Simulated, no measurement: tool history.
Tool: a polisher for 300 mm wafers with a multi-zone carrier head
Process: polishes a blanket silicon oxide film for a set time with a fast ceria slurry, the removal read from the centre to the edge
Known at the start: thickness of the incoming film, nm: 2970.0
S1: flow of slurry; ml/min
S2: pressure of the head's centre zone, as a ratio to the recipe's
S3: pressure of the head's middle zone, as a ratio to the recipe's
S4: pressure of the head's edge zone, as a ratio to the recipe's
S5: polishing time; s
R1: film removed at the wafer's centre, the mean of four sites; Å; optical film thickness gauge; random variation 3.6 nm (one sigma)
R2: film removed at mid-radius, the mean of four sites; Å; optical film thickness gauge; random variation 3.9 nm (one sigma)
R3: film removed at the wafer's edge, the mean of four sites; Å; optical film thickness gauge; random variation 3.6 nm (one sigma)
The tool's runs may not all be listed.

Run 1, hour 0: S1 165 ml/min, S2 1, S3 1, S4 1, S5 63 s. Result: R1 7956.4 Å, R2 7963.3 Å, R3 8054 Å.
Run 2, hour 7.1: S1 165 ml/min, S2 1, S3 1, S4 1.08, S5 63 s. Result: R1 8072.2 Å, R2 7904.8 Å, R3 8479.2 Å.
Run 3, hour 9.8: S1 165 ml/min, S2 1, S3 0.96, S4 1.08, S5 63 s. Result: R1 8075.4 Å, R2 7848.4 Å, R3 8300.4 Å.
Run 4, hour 17.6: S1 165 ml/min, S2 1, S3 0.96, S4 1.08, S5 74 s. Result: R1 9494.8 Å, R2 9219.1 Å, R3 9977.1 Å.
At hour 22.7: edge zone pressure recalibrated.
Run 5, hour 22.7: S1 155 ml/min, S2 0.97, S3 0.93, S4 0.99, S5 64 s. Result: R1 7841.4 Å, R2 7799.2 Å, R3 7871.1 Å.
Run 6, hour 28.7: S1 140 ml/min, S2 0.94, S3 0.9, S4 0.96, S5 58 s. Result: R1 6759.8 Å, R2 6757.8 Å, R3 6847.4 Å.
Run 7, hour 37.2: S1 130 ml/min, S2 0.91, S3 0.88, S4 0.91, S5 55 s. Result: R1 6138.5 Å, R2 6328.3 Å, R3 6338 Å.

The next listed run, before its measurement:
Run 8, hour 39.3: S1 125 ml/min, S2 0.91, S3 0.88, S4 0.88, S5 52 s. Result: R1 ?, R2 ?, R3 ?.

{"run 8": {"R1": 5710.7, "R2": 5982.3, "R3": 5879.4}}
